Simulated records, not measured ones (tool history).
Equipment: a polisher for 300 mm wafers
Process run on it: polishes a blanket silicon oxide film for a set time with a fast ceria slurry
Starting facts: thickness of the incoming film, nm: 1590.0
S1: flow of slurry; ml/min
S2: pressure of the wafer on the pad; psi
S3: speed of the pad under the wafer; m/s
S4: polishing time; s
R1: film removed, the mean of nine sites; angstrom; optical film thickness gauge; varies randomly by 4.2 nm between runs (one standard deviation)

run  hour   S1   S2    S3  S4      R1
  1   0.0  185  3.0  1.10  43  8449.4
  2   1.3  180  2.5  1.08  43  6754.6
  3   5.9  180  2.0  1.08  43  5521.6
  4  13.4  180  1.4  1.08  43  3974.4
  5  18.5  140  1.4  1.08  43  3777.2
  6  22.1  170  1.4  1.08  43  3930.5
  7  24.6  185  1.4  1.08  43  3981.8
  8  28.7  195  1.4  1.08  43  3997.4
  9  33.7  200  1.5  1.08  43  4299.6
 10  38.4  205  1.5  1.08  43  4241.2
 11  41.7  205  1.7  1.08  43  4761.2

Predict the results of run 12:
 12  45.8  200  1.7  1.08  43   ?

R1: 4893.3 angstrom
